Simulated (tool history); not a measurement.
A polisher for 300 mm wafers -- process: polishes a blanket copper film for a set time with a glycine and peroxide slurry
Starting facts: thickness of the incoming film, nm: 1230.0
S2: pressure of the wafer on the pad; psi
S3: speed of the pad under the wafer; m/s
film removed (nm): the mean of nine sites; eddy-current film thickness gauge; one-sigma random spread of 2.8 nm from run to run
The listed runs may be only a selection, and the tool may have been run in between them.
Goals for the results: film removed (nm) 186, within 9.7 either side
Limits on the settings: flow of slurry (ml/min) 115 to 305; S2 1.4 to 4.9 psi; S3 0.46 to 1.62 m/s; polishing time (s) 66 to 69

Run 1, day 0: flow of slurry (ml/min) 195, S2 3.1 psi, S3 1.04 m/s, polishing time (s) 66. Result: film removed (nm) 348.96.
Run 2, day 0.329: flow of slurry (ml/min) 195, S2 3.1 psi, S3 1.04 m/s, polishing time (s) 66. Result: film removed (nm) 349.89.
Run 3, day 0.596: flow of slurry (ml/min) 195, S2 2.6 psi, S3 0.96 m/s, polishing time (s) 66. Result: film removed (nm) 296.42.
Run 4, day 0.862: flow of slurry (ml/min) 195, S2 1.8 psi, S3 0.96 m/s, polishing time (s) 66. Result: film removed (nm) 231.83.
Run 5, day 1.208: flow of slurry (ml/min) 195, S2 1.7 psi, S3 0.92 m/s, polishing time (s) 66. Result: film removed (nm) 226.26.
Run 6, day 1.338: flow of slurry (ml/min) 195, S2 1.7 psi, S3 0.92 m/s, polishing time (s) 69. Result: film removed (nm) 236.43.
Run 7, day 1.408: flow of slurry (ml/min) 195, S2 1.6 psi, S3 0.86 m/s, polishing time (s) 69. Result: film removed (nm) 218.15.
Run 8, day 1.492: flow of slurry (ml/min) 195, S2 1.5 psi, S3 0.82 m/s, polishing time (s) 69. Result: film removed (nm) 204.15.
Run 9, day 1.562: flow of slurry (ml/min) 195, S2 1.5 psi, S3 0.8 m/s, polishing time (s) 69. Result: film removed (nm) 199.06.

Which one of the following 5 next-run settings gets every result inside its allowed miss? There is exactly one.
Run A, day 1.633: flow of slurry (ml/min) 115, S2 1.4 psi, S3 0.76 m/s, polishing time (s) 66. Result: film removed (nm) ?.
Run B, day 1.633: flow of slurry (ml/min) 200, S2 2.1 psi, S3 0.76 m/s, polishing time (s) 66. Result: film removed (nm) ?.
Run C, day 1.633: flow of slurry (ml/min) 215, S2 1.4 psi, S3 0.8 m/s, polishing time (s) 66. Result: film removed (nm) ?.
Run D, day 1.633: flow of slurry (ml/min) 210, S2 1.7 psi, S3 0.86 m/s, polishing time (s) 69. Result: film removed (nm) ?.
Run E, day 1.633: flow of slurry (ml/min) 250, S2 1.8 psi, S3 0.84 m/s, polishing time (s) 66. Result: film removed (nm) ?.

move  film removed (nm)
   A             168.01
   B             217.03
   C             186.37
   D             224.28
   E             220.47
A: moves the result that the last run missed by most past its target, out the other side
B: further off than the last run
C: every result within its allowed miss
D: further off than the last run
E: further off than the last run
Answer: C
